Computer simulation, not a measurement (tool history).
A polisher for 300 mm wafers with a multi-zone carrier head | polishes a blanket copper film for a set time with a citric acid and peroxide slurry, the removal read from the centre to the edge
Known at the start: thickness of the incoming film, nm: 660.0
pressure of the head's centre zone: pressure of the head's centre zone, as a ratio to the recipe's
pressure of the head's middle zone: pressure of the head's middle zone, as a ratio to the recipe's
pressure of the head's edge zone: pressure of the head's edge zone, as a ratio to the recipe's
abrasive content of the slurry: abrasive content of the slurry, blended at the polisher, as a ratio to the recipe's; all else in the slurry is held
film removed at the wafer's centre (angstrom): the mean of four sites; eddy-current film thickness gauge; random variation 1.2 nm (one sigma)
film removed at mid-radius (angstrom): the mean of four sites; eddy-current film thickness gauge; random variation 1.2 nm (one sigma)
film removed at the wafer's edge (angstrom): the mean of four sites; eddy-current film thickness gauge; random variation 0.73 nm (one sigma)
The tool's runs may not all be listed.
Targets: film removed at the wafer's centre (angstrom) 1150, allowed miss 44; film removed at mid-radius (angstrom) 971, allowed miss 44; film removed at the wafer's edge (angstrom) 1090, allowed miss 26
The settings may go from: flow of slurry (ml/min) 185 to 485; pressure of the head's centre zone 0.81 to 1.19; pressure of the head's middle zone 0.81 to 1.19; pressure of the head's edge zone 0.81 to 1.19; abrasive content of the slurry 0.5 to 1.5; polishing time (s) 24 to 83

| run | hour | flow of slurry (ml/min) | pressure of the head's centre zone | pressure of the head's middle zone | pressure of the head's edge zone | abrasive content of the slurry | polishing time (s) | film removed at the wafer's centre (angstrom) | film removed at mid-radius (angstrom) | film removed at the wafer's edge (angstrom) |
|---|---|---|---|---|---|---|---|---|---|---|
| 1 | 0 | 310 | 1 | 1 | 1 | 1 | 53 | 1215.2 | 1179.4 | 1186.9 |
| 2 | 6.4 | 305 | 1 | 0.96 | 0.98 | 0.95 | 53 | 1166.8 | 1133.5 | 1182 |
| 3 | 10.5 | 305 | 1.03 | 0.94 | 0.96 | 0.9 | 53 | 1220.1 | 1108.3 | 1159.3 |
| 4 | 11.7 | 300 | 1.03 | 0.92 | 0.95 | 0.85 | 53 | 1188.8 | 1081 | 1138.9 |
| 5 | 19.6 | 295 | 1.03 | 0.9 | 0.94 | 0.85 | 53 | 1165.4 | 1039.3 | 1114.2 |
| 6 | 21.6 | 295 | 1.03 | 0.83 | 0.94 | 0.85 | 53 | 1172.4 | 1016.4 | 1126.7 |
| 7 | 28.8 | 285 | 1.03 | 0.83 | 0.94 | 0.85 | 53 | 1168.2 | 1008 | 1121 |
| 8 | 36.3 | 280 | 1.03 | 0.83 | 0.94 | 0.85 | 53 | 1187.2 | 990.96 | 1120.6 |

Which of these 5 next moves meets every target?
| A | 43.8 | 200 | 1.06 | 0.85 | 0.96 | 0.9 | 52 | ? | ? | ? |
| B | 43.8 | 280 | 0.98 | 0.84 | 0.91 | 0.8 | 57 | ? | ? | ? |
| C | 43.8 | 265 | 0.98 | 0.86 | 0.94 | 0.95 | 50 | ? | ? | ? |
| D | 43.8 | 275 | 1.08 | 0.83 | 0.95 | 0.95 | 53 | ? | ? | ? |
| E | 43.8 | 355 | 1 | 0.9 | 0.91 | 0.8 | 53 | ? | ? | ? |

| move | film removed at the wafer's centre (angstrom) | film removed at mid-radius (angstrom) | film removed at the wafer's edge (angstrom) |
|---|---|---|---|
| A | 1126.5 | 970.72 | 1087.6 |
| B | 1176.3 | 1077.6 | 1172.1 |
| C | 1065.4 | 990.86 | 1079.8 |
| D | 1242.5 | 1031.5 | 1154.5 |
| E | 1144.3 | 1070.7 | 1108.9 |
A: meets every target
B: further off than the last run
C: brings the result that was furthest off to its target, and leaves another outside
D: further off than the last run
E: brings the result that was furthest off to its target, and leaves another outside
Move A is the one to make.

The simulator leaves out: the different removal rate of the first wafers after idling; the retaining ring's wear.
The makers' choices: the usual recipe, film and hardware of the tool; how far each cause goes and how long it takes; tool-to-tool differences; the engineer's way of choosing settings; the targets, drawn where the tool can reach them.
